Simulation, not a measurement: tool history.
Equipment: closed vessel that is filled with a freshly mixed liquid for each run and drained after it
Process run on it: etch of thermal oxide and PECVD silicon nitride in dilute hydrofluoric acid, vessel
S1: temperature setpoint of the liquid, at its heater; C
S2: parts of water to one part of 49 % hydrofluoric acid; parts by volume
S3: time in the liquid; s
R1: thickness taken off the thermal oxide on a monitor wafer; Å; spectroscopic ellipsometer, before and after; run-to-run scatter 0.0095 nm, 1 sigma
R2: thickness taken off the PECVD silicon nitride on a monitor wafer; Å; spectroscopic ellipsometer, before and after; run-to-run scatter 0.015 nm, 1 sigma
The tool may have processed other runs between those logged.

run,day,S1,S2,S3,R1,R2
1,0.000,23.0,55,110,104.570,104.000
2,0.262,22.0,65,90,68.572,66.868
3,0.617,22.0,65,130,98.181,98.058
4,0.775,22.0,65,95,72.903,72.141
5,1.079,22.0,65,125,94.856,94.937
6,1.442,21.5,75,100,63.393,63.587
7,1.629,20.5,80,85,48.198,47.230
8,1.992,20.0,85,70,36.428,34.835
9,2.221,20.0,90,60,29.494,28.203
10,2.567,20.5,105,30,12.680,12.875
11,2.725,20.5,100,30,13.444,13.594

Estimate the outcome of run 12 from the log above:
12,2.967,20.5,95,30,?,?

For run 12 the tool returned R1 14.209 Å, R2 13.866 Å.

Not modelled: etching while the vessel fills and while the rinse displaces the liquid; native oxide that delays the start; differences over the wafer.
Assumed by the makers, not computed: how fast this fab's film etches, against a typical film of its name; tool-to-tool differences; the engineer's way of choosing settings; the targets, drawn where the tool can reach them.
